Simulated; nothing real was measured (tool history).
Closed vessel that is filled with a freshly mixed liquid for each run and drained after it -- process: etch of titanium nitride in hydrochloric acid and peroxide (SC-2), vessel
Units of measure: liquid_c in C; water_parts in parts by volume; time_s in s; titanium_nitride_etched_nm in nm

run    day  liquid_c  water_parts  time_s  titanium_nitride_etched_nm
  1      0        61          9.5     145                      13.772
  2  0.112        61          9.5     145                      13.795
  3    0.4        63          9.5     145                      15.649
  4  0.596        63            8     145                      18.212
  5  0.683        63            8     145                      18.019
  6  0.712        64            8     145                      19.002
  7  1.058        65            8     145                      20.359
  8    1.3      65.5            8     145                      21.073
  9  1.633        66            8     145                      21.713
 10  1.879      66.5            8     145                      22.344
 11  1.946      66.5            8     145                      22.196

The next listed run, before its measurement:
 12  2.062        67            8     145                           ?

{"run 12": {"titanium_nitride_etched_nm": 22.821}}
